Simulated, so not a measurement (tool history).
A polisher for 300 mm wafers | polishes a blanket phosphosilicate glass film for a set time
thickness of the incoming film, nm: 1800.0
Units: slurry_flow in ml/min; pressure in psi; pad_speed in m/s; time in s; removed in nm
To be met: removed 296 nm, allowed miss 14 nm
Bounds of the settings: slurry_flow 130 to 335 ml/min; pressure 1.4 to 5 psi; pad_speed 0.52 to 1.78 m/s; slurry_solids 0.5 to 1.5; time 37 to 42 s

{"run": 1, "hour": 0.0, "slurry_flow": 215, "pressure": 3.2, "pad_speed": 1.14, "slurry_solids": 1, "time": 42, "removed": 395.37}
{"run": 2, "hour": 8.3, "slurry_flow": 215, "pressure": 3, "pad_speed": 1.14, "slurry_solids": 1, "time": 42, "removed": 375.6}
{"run": 3, "hour": 13.5, "slurry_flow": 215, "pressure": 3, "pad_speed": 1.14, "slurry_solids": 1, "time": 37, "removed": 333.28}
{"run": 4, "hour": 20.0, "slurry_flow": 215, "pressure": 2.9, "pad_speed": 1.14, "slurry_solids": 1, "time": 37, "removed": 321.89}
{"run": 5, "hour": 23.4, "slurry_flow": 215, "pressure": 2.9, "pad_speed": 1.14, "slurry_solids": 1, "time": 37, "removed": 324.73}
{"run": 6, "hour": 30.4, "slurry_flow": 215, "pressure": 2.9, "pad_speed": 1.14, "slurry_solids": 1, "time": 37, "removed": 324.63}
{"run": 7, "hour": 33.2, "slurry_flow": 215, "pressure": 2.9, "pad_speed": 1.14, "slurry_solids": 1, "time": 37, "removed": 323.26}
{"run": 8, "hour": 41.9, "slurry_flow": 215, "pressure": 2.8, "pad_speed": 1.14, "slurry_solids": 1, "time": 37, "removed": 317.75}
{"run": 9, "hour": 44.2, "slurry_flow": 215, "pressure": 2.8, "pad_speed": 1.14, "slurry_solids": 1, "time": 37, "removed": 321.21}

4 next moves are on the table. One of them brings every result within its allowed miss. Which?
{"run": "A", "hour": 46.5, "slurry_flow": 220, "pressure": 2.6, "pad_speed": 1.16, "slurry_solids": 1.1, "time": 38, "removed": "?"}
{"run": "B", "hour": 46.5, "slurry_flow": 130, "pressure": 3, "pad_speed": 0.96, "slurry_solids": 1.35, "time": 37, "removed": "?"}
{"run": "C", "hour": 46.5, "slurry_flow": 255, "pressure": 3.6, "pad_speed": 0.92, "slurry_solids": 1, "time": 37, "removed": "?"}
{"run": "D", "hour": 46.5, "slurry_flow": 180, "pressure": 2.6, "pad_speed": 1.36, "slurry_solids": 0.95, "time": 38, "removed": "?"}

move=A removed=319.32
move=B removed=296.23
move=C removed=334.54
move=D removed=331.47
A: nearer than the last run, and not there yet
B: meets every target
C: further off than the last run
D: further off than the last run
Move B is the one to make.
